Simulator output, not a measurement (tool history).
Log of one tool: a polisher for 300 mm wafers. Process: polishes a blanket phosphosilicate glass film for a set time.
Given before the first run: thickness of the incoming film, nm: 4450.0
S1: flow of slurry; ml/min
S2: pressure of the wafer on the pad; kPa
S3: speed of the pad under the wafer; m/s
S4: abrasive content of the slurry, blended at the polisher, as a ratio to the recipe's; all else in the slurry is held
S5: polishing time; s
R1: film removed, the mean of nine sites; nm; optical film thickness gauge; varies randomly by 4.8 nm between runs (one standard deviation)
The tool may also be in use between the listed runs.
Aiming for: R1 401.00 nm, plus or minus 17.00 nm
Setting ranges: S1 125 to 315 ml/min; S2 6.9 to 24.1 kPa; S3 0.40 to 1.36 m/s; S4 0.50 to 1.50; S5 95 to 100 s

run,hour,S1,S2,S3,S4,S5,R1
1,0.0,205,15.2,0.88,1.00,95,531.85
2,8.2,205,14.5,0.88,1.00,95,514.88
3,13.6,205,14.5,0.98,1.00,95,552.86
4,20.5,250,14.5,0.98,1.00,95,555.80
5,26.0,250,13.8,0.98,1.00,95,528.97
6,31.2,250,13.1,0.98,1.00,95,501.79
7,33.5,250,12.4,0.98,1.00,95,480.78
8,36.4,250,11.7,0.98,1.00,95,442.76
9,37.8,250,11.0,0.98,1.00,95,422.24

Which single option among these 5 for the next run brings every result within its allowed miss of target? Just one does.
A,39.2,220,11.0,1.04,1.00,95,?
B,39.2,315,9.7,0.98,1.30,100,?
C,39.2,315,9.0,1.18,1.35,100,?
D,39.2,245,10.3,0.90,1.00,99,?
E,39.2,255,11.0,0.96,0.95,100,?

move,R1
A,447.39
B,440.36
C,479.43
D,396.39
E,441.82
A: its largest miss is bigger than the last run's
B: its largest miss is bigger than the last run's
C: its largest miss is bigger than the last run's
D: all results land within tolerance of their targets
E: its largest miss is bigger than the last run's
Go with D: it meets all targets.
